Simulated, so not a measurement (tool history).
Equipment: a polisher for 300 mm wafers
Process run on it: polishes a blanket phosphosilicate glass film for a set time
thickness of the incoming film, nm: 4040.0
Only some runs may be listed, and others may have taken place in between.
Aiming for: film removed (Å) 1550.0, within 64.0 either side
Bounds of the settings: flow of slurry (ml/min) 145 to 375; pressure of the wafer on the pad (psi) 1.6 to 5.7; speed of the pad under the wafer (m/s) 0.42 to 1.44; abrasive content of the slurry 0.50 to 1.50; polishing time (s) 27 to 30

run,hour,flow of slurry (ml/min),pressure of the wafer on the pad (psi),speed of the pad under the wafer (m/s),abrasive content of the slurry,polishing time (s),film removed (Å)
1,0.0,240,3.6,0.92,1.00,30,2604.0
2,3.6,280,3.6,0.92,1.00,30,2587.2
3,10.6,280,3.6,0.92,1.00,30,2636.6
4,15.9,280,4.5,0.92,1.00,30,3018.8
5,16.8,280,4.5,0.92,1.00,30,3104.5
6,24.0,280,4.5,0.92,1.15,30,3362.8
7,30.5,280,3.7,0.82,1.15,30,2741.2
8,36.1,280,3.1,0.72,1.15,30,2257.2
9,44.6,280,2.7,0.68,1.15,30,1976.6
10,47.6,280,2.4,0.66,1.15,30,1783.5
11,55.6,280,2.4,0.66,1.15,30,1746.4

Consider the 5 candidate settings below. Which is the only one whose results all fall within their allowed miss of target?
A,63.6,265,2.4,0.58,1.25,29,?
B,63.6,300,2.1,0.56,1.20,30,?
C,63.6,240,2.6,0.62,1.25,29,?
D,63.6,330,2.5,0.70,1.30,30,?
E,63.6,270,2.4,0.58,1.25,29,?

move,film removed (Å)
A,1691.9
B,1560.4
C,1828.4
D,2056.7
E,1694.9
A: closer than the last run, but not yet in spec
B: all results in spec
C: the biggest miss grows against the last run
D: the biggest miss grows against the last run
E: closer than the last run, but not yet in spec
Answer: B
